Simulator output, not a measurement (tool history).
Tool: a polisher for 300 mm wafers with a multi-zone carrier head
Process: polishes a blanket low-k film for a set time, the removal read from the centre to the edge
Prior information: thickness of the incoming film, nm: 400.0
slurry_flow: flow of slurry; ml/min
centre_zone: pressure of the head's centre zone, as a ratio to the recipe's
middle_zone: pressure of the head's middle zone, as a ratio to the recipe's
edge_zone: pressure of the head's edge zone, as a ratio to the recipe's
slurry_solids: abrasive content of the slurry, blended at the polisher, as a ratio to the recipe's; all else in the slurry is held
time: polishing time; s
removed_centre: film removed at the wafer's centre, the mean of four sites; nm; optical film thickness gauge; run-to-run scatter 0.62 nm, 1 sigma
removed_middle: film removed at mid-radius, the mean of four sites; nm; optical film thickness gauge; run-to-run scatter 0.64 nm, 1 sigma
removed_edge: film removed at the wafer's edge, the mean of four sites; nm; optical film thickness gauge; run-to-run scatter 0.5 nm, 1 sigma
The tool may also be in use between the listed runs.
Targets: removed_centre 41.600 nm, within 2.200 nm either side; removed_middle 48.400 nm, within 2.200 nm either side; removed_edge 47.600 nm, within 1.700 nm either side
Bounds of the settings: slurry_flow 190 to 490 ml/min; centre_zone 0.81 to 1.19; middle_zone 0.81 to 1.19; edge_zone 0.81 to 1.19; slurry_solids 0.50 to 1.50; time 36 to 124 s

run	hour	slurry_flow	centre_zone	middle_zone	edge_zone	slurry_solids	time	removed_centre	removed_middle	removed_edge
1	0.0	315	1.00	1.00	1.00	1.00	79	41.718	41.012	40.505
2	6.3	315	1.00	1.00	1.00	0.85	79	37.462	37.633	37.637
3	12.3	315	1.00	0.95	1.00	0.85	79	37.399	36.472	37.048
4	16.8	315	1.00	0.89	1.00	0.85	79	39.085	34.036	38.765
5	22.2	315	0.96	0.89	1.00	0.85	79	36.827	33.863	38.073
6	30.2	315	0.96	0.85	1.00	0.85	79	35.527	33.012	38.736
7	30.9	315	0.95	0.87	1.01	0.90	79	37.193	34.431	39.356
8	35.9	315	0.94	0.89	1.02	0.95	79	38.215	36.459	39.956
9	42.5	310	0.92	0.90	1.03	1.00	80	37.889	36.794	41.210

Which of these 4 next moves meets every target?
A	49.1	335	0.83	0.97	0.91	0.95	98	?	?	?
B	49.1	285	0.81	0.85	1.12	0.90	91	?	?	?
C	49.1	285	0.87	0.86	1.09	1.25	67	?	?	?
D	49.1	330	1.19	0.90	0.97	1.10	65	?	?	?

move	removed_centre	removed_middle	removed_edge
A	41.082	48.330	46.811
B	35.789	38.749	45.917
C	32.468	33.012	38.289
D	41.610	31.939	33.897
A: in spec on every target
B: nearer than the last run, and not there yet
C: further off than the last run
D: further off than the last run
So the answer is move A, the one that meets all the targets.
